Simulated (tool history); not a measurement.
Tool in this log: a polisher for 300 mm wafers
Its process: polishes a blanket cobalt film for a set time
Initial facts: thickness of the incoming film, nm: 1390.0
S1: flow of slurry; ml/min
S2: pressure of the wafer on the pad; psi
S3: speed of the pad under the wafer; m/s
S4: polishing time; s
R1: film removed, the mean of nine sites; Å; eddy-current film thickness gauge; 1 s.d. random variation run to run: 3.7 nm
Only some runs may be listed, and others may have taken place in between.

run,hour,S1,S2,S3,S4,R1
1,0.0,305,1.8,1.26,58,3786.9
2,5.6,305,1.9,1.26,58,4058.8
3,10.5,310,2.0,1.26,58,4282.1
4,18.9,310,2.0,1.10,58,3766.7
# hour 25.0: slurry nozzle cleaned
5,25.0,310,2.1,1.10,58,3991.9
6,29.6,280,2.1,1.10,58,4020.8

Run 7 has not been measured yet. What should we expect?
7,33.5,280,2.2,1.10,58,?

R1: 4186.6 Å
